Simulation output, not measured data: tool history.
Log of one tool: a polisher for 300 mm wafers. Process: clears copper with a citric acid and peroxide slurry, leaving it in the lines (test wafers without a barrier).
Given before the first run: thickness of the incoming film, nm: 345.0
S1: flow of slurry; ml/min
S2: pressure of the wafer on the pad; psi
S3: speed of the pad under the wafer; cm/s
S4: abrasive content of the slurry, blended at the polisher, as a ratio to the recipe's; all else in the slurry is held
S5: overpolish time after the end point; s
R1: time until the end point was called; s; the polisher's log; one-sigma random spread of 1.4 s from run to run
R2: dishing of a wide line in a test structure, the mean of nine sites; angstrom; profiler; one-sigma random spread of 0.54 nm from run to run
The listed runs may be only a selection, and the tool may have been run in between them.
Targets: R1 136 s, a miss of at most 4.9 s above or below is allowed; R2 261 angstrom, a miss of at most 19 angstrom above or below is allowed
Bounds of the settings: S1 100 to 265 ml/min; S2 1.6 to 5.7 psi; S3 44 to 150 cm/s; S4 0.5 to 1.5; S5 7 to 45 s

run 1 hour=0 | S1=170 S2=3.6 S3=96 S4=1 S5=23 | R1=100.84 R2=284.04
run 2 hour=6.1 | S1=170 S2=3.6 S3=96 S4=1 S5=18 | R1=99.935 R2=253.77
run 3 hour=7 | S1=170 S2=3.6 S3=96 S4=1.15 S5=18 | R1=99.128 R2=255.36
run 4 hour=14.7 | S1=145 S2=3.6 S3=96 S4=1.15 S5=18 | R1=100.6 R2=251.53
run 5 hour=19 | S1=145 S2=3.3 S3=96 S4=1.15 S5=20 | R1=109.61 R2=255.58
run 6 hour=24.8 | S1=145 S2=3.1 S3=96 S4=1.15 S5=21 | R1=115.64 R2=257.11
run 7 hour=30.1 | S1=145 S2=2.9 S3=96 S4=1.15 S5=22 | R1=126.35 R2=256.06
run 8 hour=38.2 | S1=145 S2=2.8 S3=96 S4=1.15 S5=23 | R1=128.34 R2=253.7
run 9 hour=43.7 | S1=145 S2=2.8 S3=96 S4=1.15 S5=24 | R1=126.89 R2=253.6
run 10 hour=47.4 | S1=135 S2=2.5 S3=96 S4=1.15 S5=28 | R1=143.96 R2=254.91
run 11 hour=50.1 | S1=140 S2=2.5 S3=96 S4=1.15 S5=28 | R1=144.79 R2=266.27
run 12 hour=56.4 | S1=140 S2=2.5 S3=96 S4=1.15 S5=27 | R1=144.8 R2=253.56

Pick the move, out of 4, that brings all results within their allowed miss; only one does.
run A hour=62.7 | S1=145 S2=2.5 S3=88 S4=1.2 S5=25 | R1=? R2=?
run B hour=62.7 | S1=140 S2=2.4 S3=102 S4=1.35 S5=26 | R1=? R2=?
run C hour=62.7 | S1=140 S2=2.1 S3=106 S4=1.15 S5=28 | R1=? R2=?
run D hour=62.7 | S1=135 S2=2.3 S3=100 S4=1.25 S5=21 | R1=? R2=?

move=A R1=155.63 R2=230.71
move=B R1=138.11 R2=246.64
move=C R1=155.86 R2=241.08
move=D R1=149.72 R2=215.05
A: further off than the last run
B: every result within its allowed miss
C: further off than the last run
D: further off than the last run
B meets every target.
